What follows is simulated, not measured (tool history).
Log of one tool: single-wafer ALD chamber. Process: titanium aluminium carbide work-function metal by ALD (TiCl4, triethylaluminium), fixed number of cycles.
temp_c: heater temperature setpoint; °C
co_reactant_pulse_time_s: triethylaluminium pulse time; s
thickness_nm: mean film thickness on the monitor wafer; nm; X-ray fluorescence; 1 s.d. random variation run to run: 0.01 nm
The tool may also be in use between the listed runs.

run  hour  temp_c  co_reactant_pulse_time_s  thickness_nm
  1   0.0     310                      9.96        2.2569
  2   8.9     305                      9.09        2.1661
  3  11.4     305                     10.75        2.2221
  4  16.3     305                      8.94        2.1610
  5  18.7     302                      8.63        2.1493
  6  20.6     299                      7.86        2.0878
  7  23.5     299                      7.86        2.0898
  8  27.0     297                      7.48        2.0077

Run 9 comes next. What will it give?
  9  29.6     297                      7.48             ?

Run 9 measured thickness_nm 2.0277 nm.
